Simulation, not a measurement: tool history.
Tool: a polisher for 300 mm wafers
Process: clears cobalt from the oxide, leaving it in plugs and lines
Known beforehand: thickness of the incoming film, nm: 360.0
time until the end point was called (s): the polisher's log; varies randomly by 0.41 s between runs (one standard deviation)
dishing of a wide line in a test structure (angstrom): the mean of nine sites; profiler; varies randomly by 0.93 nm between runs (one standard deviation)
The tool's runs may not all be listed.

run  hour  flow of slurry (ml/min)  pressure of the wafer on the pad (psi)  speed of the pad under the wafer (cm/s)  overpolish time after the end point (s)  time until the end point was called (s)  dishing of a wide line in a test structure (angstrom)
  1   0.0                      305                                     2.5                                       86                                       17                                   65.527                                                 586.16
  2   8.8                      305                                     2.5                                      100                                       17                                   57.985                                                 650.97
  3  13.0                      305                                     2.9                                      100                                       16                                   50.439                                                 650.70
  4  20.6                      305                                     3.2                                      102                                       17                                   44.041                                                 700.90
  5  22.4                      305                                     3.2                                      102                                       24                                   44.407                                                 819.96
  6  26.5                      255                                     3.2                                      102                                       24                                   45.326                                                 799.96

The next listed run, before its measurement:
  7  29.1                      270                                     3.4                                      102                                       23                                        ?                                                      ?

Run 7 came out at time until the end point was called (s) 42.808, dishing of a wide line in a test structure (angstrom) 803.73.
